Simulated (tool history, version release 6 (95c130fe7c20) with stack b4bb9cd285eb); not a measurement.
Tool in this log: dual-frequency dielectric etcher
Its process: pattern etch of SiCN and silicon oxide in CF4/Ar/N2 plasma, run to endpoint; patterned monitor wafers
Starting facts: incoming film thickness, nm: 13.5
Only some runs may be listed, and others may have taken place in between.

run	hour	source power (W)	bias power (W)	Ar flow (sccm)	CF4 flow (sccm)	endpoint time (s)
1	0	420	65	122	59	18.514
2	3.9	450	65	122	59	17.825
3	6	430	64	123	59	18.513
4	9.1	430	64	112	59	18.202
5	11.6	430	64	112	50	18.94
6	13	430	64	119	50	18.964
7	14	420	64	119	50	19.16
8	17.7	410	63	119	50	19.653
9	20.1	400	63	119	50	19.922
10	21.1	390	63	119	50	20.128
11	28	380	63	119	50	20.513

Run 12, settings as shown, results not yet in. Your forecast:
12	35.4	370	63	119	50	?

endpoint time (s): 20.512
